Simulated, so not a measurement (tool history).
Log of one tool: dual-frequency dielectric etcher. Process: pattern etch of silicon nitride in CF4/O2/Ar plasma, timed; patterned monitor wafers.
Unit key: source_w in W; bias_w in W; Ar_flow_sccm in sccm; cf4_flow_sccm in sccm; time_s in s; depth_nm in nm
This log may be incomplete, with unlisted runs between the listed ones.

{"run": 1, "hour": 0.0, "source_w": 480, "bias_w": 35, "Ar_flow_sccm": 118, "cf4_flow_sccm": 133, "time_s": 276, "depth_nm": 418.3}
{"run": 2, "hour": 0.9, "source_w": 490, "bias_w": 35, "Ar_flow_sccm": 118, "cf4_flow_sccm": 133, "time_s": 276, "depth_nm": 425.07}
{"run": 3, "hour": 8.3, "source_w": 490, "bias_w": 31, "Ar_flow_sccm": 118, "cf4_flow_sccm": 133, "time_s": 276, "depth_nm": 409.98}
{"run": 4, "hour": 9.8, "source_w": 490, "bias_w": 31, "Ar_flow_sccm": 109, "cf4_flow_sccm": 133, "time_s": 276, "depth_nm": 413.22}
{"run": 5, "hour": 16.5, "source_w": 490, "bias_w": 31, "Ar_flow_sccm": 100, "cf4_flow_sccm": 133, "time_s": 276, "depth_nm": 416.4}
{"run": 6, "hour": 22.5, "source_w": 500, "bias_w": 31, "Ar_flow_sccm": 100, "cf4_flow_sccm": 133, "time_s": 276, "depth_nm": 422.82}
{"run": 7, "hour": 28.7, "source_w": 510, "bias_w": 31, "Ar_flow_sccm": 100, "cf4_flow_sccm": 133, "time_s": 276, "depth_nm": 428.91}
{"run": 8, "hour": 34.7, "source_w": 520, "bias_w": 31, "Ar_flow_sccm": 100, "cf4_flow_sccm": 133, "time_s": 276, "depth_nm": 434.44}
{"run": 9, "hour": 37.6, "source_w": 530, "bias_w": 31, "Ar_flow_sccm": 100, "cf4_flow_sccm": 133, "time_s": 276, "depth_nm": 440.16}

For run 10, what comes out?
{"run": 10, "hour": 38.2, "source_w": 530, "bias_w": 31, "Ar_flow_sccm": 100, "cf4_flow_sccm": 133, "time_s": 276, "depth_nm": "?"}

Run 10 yielded depth_nm 439.64 nm.
